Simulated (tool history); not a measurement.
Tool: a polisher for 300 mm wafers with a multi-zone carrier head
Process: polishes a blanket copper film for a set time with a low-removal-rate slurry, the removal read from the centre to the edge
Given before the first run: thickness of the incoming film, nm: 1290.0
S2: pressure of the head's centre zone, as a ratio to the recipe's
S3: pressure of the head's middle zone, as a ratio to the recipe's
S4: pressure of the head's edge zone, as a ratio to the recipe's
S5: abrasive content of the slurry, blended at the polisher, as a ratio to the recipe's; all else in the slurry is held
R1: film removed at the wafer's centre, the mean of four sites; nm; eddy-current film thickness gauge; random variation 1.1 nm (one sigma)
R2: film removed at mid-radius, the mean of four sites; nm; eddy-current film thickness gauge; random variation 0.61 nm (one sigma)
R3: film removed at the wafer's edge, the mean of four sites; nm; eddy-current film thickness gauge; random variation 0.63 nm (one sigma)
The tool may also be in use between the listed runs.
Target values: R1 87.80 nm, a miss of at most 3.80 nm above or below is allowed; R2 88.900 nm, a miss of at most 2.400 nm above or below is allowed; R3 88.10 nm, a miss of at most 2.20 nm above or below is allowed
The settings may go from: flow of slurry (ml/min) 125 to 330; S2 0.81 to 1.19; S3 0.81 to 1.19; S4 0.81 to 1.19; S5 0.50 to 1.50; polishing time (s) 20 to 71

{"run": 1, "hour": 0.0, "flow of slurry (ml/min)": 210, "S2": 1.0, "S3": 1.0, "S4": 1.0, "S5": 1.0, "polishing time (s)": 45, "R1": 133.31, "R2": 132.4, "R3": 139.09}
{"run": 2, "hour": 1.3, "flow of slurry (ml/min)": 235, "S2": 1.0, "S3": 1.0, "S4": 1.0, "S5": 1.0, "polishing time (s)": 45, "R1": 131.85, "R2": 132.81, "R3": 137.88}
{"run": 3, "hour": 7.2, "flow of slurry (ml/min)": 235, "S2": 0.97, "S3": 1.0, "S4": 1.0, "S5": 1.0, "polishing time (s)": 45, "R1": 133.33, "R2": 135.1, "R3": 141.15}
{"run": 4, "hour": 7.7, "flow of slurry (ml/min)": 235, "S2": 0.97, "S3": 1.0, "S4": 0.99, "S5": 0.95, "polishing time (s)": 44, "R1": 125.52, "R2": 128.36, "R3": 135.11}
{"run": 5, "hour": 11.7, "flow of slurry (ml/min)": 235, "S2": 0.97, "S3": 1.0, "S4": 0.99, "S5": 1.1, "polishing time (s)": 44, "R1": 125.58, "R2": 132.66, "R3": 138.35}
{"run": 6, "hour": 16.3, "flow of slurry (ml/min)": 235, "S2": 0.97, "S3": 1.0, "S4": 0.99, "S5": 1.0, "polishing time (s)": 44, "R1": 125.03, "R2": 129.26, "R3": 136.15}
{"run": 7, "hour": 24.1, "flow of slurry (ml/min)": 235, "S2": 0.97, "S3": 1.01, "S4": 0.98, "S5": 0.95, "polishing time (s)": 43, "R1": 121.37, "R2": 125.7, "R3": 131.31}
{"run": 8, "hour": 26.3, "flow of slurry (ml/min)": 235, "S2": 0.98, "S3": 1.02, "S4": 0.97, "S5": 0.9, "polishing time (s)": 42, "R1": 123.15, "R2": 122.66, "R3": 127.04}
{"hour": 32.5, "done": "edge zone pressure recalibrated"}
{"run": 9, "hour": 32.5, "flow of slurry (ml/min)": 235, "S2": 0.97, "S3": 1.03, "S4": 0.96, "S5": 0.85, "polishing time (s)": 41, "R1": 115.35, "R2": 120.96, "R3": 114.74}
{"run": 10, "hour": 40.6, "flow of slurry (ml/min)": 230, "S2": 0.96, "S3": 1.01, "S4": 0.95, "S5": 0.8, "polishing time (s)": 41, "R1": 112.89, "R2": 117.55, "R3": 112.76}
{"run": 11, "hour": 43.6, "flow of slurry (ml/min)": 230, "S2": 0.95, "S3": 0.99, "S4": 0.95, "S5": 0.75, "polishing time (s)": 41, "R1": 110.16, "R2": 114.18, "R3": 113.95}
{"run": 12, "hour": 46.8, "flow of slurry (ml/min)": 225, "S2": 0.95, "S3": 0.98, "S4": 0.94, "S5": 0.7, "polishing time (s)": 41, "R1": 107.88, "R2": 111.23, "R3": 111.42}
{"run": 13, "hour": 52.2, "flow of slurry (ml/min)": 220, "S2": 0.95, "S3": 0.97, "S4": 0.93, "S5": 0.7, "polishing time (s)": 41, "R1": 108.11, "R2": 110.46, "R3": 110.08}
{"run": 14, "hour": 54.1, "flow of slurry (ml/min)": 215, "S2": 0.94, "S3": 0.96, "S4": 0.92, "S5": 0.7, "polishing time (s)": 41, "R1": 106.65, "R2": 108.11, "R3": 108.6}
{"run": 15, "hour": 55.0, "flow of slurry (ml/min)": 210, "S2": 0.93, "S3": 0.95, "S4": 0.91, "S5": 0.7, "polishing time (s)": 41, "R1": 106.21, "R2": 108.61, "R3": 108.41}

5 candidate next runs follow, results not yet known. Just one meets every target within its allowed miss. Identify it.
{"run": "A", "hour": 55.9, "flow of slurry (ml/min)": 190, "S2": 0.81, "S3": 0.99, "S4": 0.98, "S5": 0.95, "polishing time (s)": 51, "R1": "?", "R2": "?", "R3": "?"}
{"run": "B", "hour": 55.9, "flow of slurry (ml/min)": 220, "S2": 0.93, "S3": 0.94, "S4": 0.86, "S5": 1.05, "polishing time (s)": 32, "R1": "?", "R2": "?", "R3": "?"}
{"run": "C", "hour": 55.9, "flow of slurry (ml/min)": 220, "S2": 0.85, "S3": 1.01, "S4": 0.95, "S5": 0.75, "polishing time (s)": 48, "R1": "?", "R2": "?", "R3": "?"}
{"run": "D", "hour": 55.9, "flow of slurry (ml/min)": 155, "S2": 0.92, "S3": 0.91, "S4": 0.81, "S5": 0.85, "polishing time (s)": 52, "R1": "?", "R2": "?", "R3": "?"}
{"run": "E", "hour": 55.9, "flow of slurry (ml/min)": 240, "S2": 0.89, "S3": 0.83, "S4": 0.97, "S5": 0.85, "polishing time (s)": 47, "R1": "?", "R2": "?", "R3": "?"}

move=A R1=117.15 R2=145.360 R3=146.31
move=B R1=87.45 R2=90.208 R3=89.02
move=C R1=113.16 R2=135.740 R3=131.85
move=D R1=129.82 R2=132.390 R3=132.07
move=E R1=119.48 R2=116.220 R3=134.29
A: its largest miss is bigger than the last run's
B: every result lands within tolerance
C: its largest miss is bigger than the last run's
D: its largest miss is bigger than the last run's
E: its largest miss is bigger than the last run's
Answer: B
